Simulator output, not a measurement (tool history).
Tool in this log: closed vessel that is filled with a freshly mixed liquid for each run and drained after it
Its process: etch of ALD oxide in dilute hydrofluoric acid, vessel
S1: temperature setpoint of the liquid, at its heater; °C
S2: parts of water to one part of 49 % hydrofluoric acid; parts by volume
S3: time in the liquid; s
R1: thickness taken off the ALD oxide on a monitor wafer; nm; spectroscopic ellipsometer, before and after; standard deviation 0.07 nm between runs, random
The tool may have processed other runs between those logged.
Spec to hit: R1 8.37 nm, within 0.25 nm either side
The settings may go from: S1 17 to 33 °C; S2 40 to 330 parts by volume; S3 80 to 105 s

Run 1, day 0: S1 25 °C, S2 185 parts by volume, S3 105 s. Result: R1 10.311 nm.
Run 2, day 0.371: S1 24 °C, S2 185 parts by volume, S3 105 s. Result: R1 9.9147 nm.
Run 3, day 0.579: S1 27.5 °C, S2 185 parts by volume, S3 105 s. Result: R1 11.369 nm.
Run 4, day 0.688: S1 27.5 °C, S2 215 parts by volume, S3 105 s. Result: R1 9.5306 nm.
Run 5, day 0.85: S1 27 °C, S2 215 parts by volume, S3 105 s. Result: R1 9.321 nm.
Run 6, day 1.154: S1 27 °C, S2 215 parts by volume, S3 105 s. Result: R1 9.335 nm.
Run 7, day 1.488: S1 26.5 °C, S2 215 parts by volume, S3 105 s. Result: R1 9.1702 nm.
Run 8, day 1.792: S1 26 °C, S2 215 parts by volume, S3 105 s. Result: R1 9.1503 nm.
Run 9, day 1.883: S1 25.5 °C, S2 215 parts by volume, S3 105 s. Result: R1 8.8805 nm.
Run 10, day 2.092: S1 25.5 °C, S2 215 parts by volume, S3 105 s. Result: R1 8.8377 nm.
Run 11, day 2.267: S1 25 °C, S2 215 parts by volume, S3 105 s. Result: R1 8.7155 nm.

Which of these 4 next moves meets every target?
Run A, day 2.442: S1 23 °C, S2 165 parts by volume, S3 80 s. Result: R1 ?.
Run B, day 2.442: S1 25 °C, S2 210 parts by volume, S3 105 s. Result: R1 ?.
Run C, day 2.442: S1 23 °C, S2 180 parts by volume, S3 80 s. Result: R1 ?.
Run D, day 2.442: S1 27.5 °C, S2 200 parts by volume, S3 80 s. Result: R1 ?.

move      R1
   A  8.4117
   B   8.898
   C  7.5862
   D  7.8754
A: every result within its allowed miss
B: its largest miss is bigger than the last run's
C: carries the result that was furthest off beyond its target, to the other side
D: carries the result that was furthest off beyond its target, to the other side
Answer: A
